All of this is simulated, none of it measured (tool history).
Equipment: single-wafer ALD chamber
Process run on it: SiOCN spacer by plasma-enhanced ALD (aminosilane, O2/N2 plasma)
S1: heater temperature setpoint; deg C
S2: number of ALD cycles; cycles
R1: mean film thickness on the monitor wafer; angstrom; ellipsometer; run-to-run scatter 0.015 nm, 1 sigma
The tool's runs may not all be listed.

run    day   S1   S2      R1
  1  0.000  395  112  74.772
  2  0.121  400  112  74.843
  3  0.167  394  112  74.951
  4  0.471  394  106  70.811
  5  0.600  386  106  70.648
  6  0.908  386  102  67.909
  7  1.167  386   99  65.840

For run 8, what comes out?
  8  1.267  386  98   ?

R1: 65.233 angstrom
